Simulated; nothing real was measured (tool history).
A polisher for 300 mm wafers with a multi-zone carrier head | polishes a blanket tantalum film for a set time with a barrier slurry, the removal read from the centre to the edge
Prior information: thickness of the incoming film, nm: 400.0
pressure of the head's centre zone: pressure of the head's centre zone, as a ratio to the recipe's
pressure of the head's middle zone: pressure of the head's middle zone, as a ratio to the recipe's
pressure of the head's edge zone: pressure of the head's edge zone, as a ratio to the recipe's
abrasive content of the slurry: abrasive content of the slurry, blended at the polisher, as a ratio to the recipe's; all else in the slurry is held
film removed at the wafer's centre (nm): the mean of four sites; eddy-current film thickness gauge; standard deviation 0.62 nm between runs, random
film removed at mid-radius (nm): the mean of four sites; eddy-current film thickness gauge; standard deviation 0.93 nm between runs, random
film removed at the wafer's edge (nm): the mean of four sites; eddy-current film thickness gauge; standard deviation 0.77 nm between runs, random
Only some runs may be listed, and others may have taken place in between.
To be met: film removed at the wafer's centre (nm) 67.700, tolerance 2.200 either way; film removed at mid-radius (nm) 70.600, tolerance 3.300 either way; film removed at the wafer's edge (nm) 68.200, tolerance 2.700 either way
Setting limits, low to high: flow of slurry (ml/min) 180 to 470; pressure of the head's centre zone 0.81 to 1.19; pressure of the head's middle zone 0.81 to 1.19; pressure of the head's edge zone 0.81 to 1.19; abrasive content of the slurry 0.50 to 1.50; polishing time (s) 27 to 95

run  hour  flow of slurry (ml/min)  pressure of the head's centre zone  pressure of the head's middle zone  pressure of the head's edge zone  abrasive content of the slurry  polishing time (s)  film removed at the wafer's centre (nm)  film removed at mid-radius (nm)  film removed at the wafer's edge (nm)
  1   0.0                      300                                1.00                                1.00                              1.00                            1.00                  61                                   88.621                           86.610                                 90.147
  2   4.0                      300                                0.99                                1.00                              0.98                            0.95                  60                                   83.353                           83.822                                 87.056
  3  11.0                      240                                0.99                                1.00                              0.98                            0.95                  60                                   81.387                           82.429                                 83.657
  4  19.0                      240                                0.99                                0.92                              0.98                            0.95                  60                                   82.912                           75.634                                 85.007
  5  20.8                      235                                0.99                                0.93                              0.96                            0.90                  60                                   80.522                           76.583                                 82.815
  6  28.9                      235                                1.04                                0.93                              0.96                            0.90                  60                                   84.835                           75.219                                 83.556
  7  34.3                      230                                1.03                                0.94                              0.94                            0.85                  60                                   81.193                           74.109                                 79.800
  8  43.1                      225                                1.02                                0.94                              0.93                            0.85                  60                                   79.391                           72.565                                 80.699
     45.0  -- worn pad replaced by a new one
  9  45.0                      220                                1.03                                0.96                              0.92                            0.80                  60                                   85.780                           81.423                                 84.182
 10  48.2                      215                                1.02                                0.96                              0.91                            0.80                  58                                   83.793                           76.507                                 79.362
 11  53.8                      210                                1.00                                0.96                              0.91                            0.80                  57                                   78.284                           75.969                                 78.452
 12  58.7                      205                                1.00                                0.96                              0.91                            0.80                  56                                   76.678                           73.148                                 78.198
 13  60.5                      205                                1.00                                0.97                              0.91                            0.80                  54                                   73.755                           71.682                                 73.574
 14  64.8                      205                                1.00                                0.97                              0.91                            0.80                  54                                   75.479                           71.937                                 75.432
 15  67.3                      205                                1.00                                0.98                              0.90                            0.80                  53                                   72.930                           71.591                                 70.610
 16  73.1                      205                                0.99                                0.98                              0.90                            0.80                  53                                   72.375                           71.569                                 72.729

4 next moves are on the table. One of them brings every result within its allowed miss. Which?
  A  78.9                      185                                0.96                                0.85                              0.96                            1.05                  51                                        ?                                ?                                      ?
  B  78.9                      180                                0.95                                1.12                              1.00                            0.90                  48                                        ?                                ?                                      ?
  C  78.9                      185                                0.95                                0.99                              0.82                            0.55                  62                                        ?                                ?                                      ?
  D  78.9                      210                                0.88                                0.94                              0.93                            1.10                  51                                        ?                                ?                                      ?

move  film removed at the wafer's centre (nm)  film removed at mid-radius (nm)  film removed at the wafer's edge (nm)
   A                                   72.568                           63.901                                 76.940
   B                                   64.154                           71.901                                 69.857
   C                                   68.222                           68.876                                 67.838
   D                                   69.115                           72.021                                 78.005
A: lands further from the targets than the last run did
B: carries the result that was furthest off beyond its target, to the other side
C: in spec on every target
D: gets the furthest-off result to its target, but another result is out of tolerance
The right move is C.
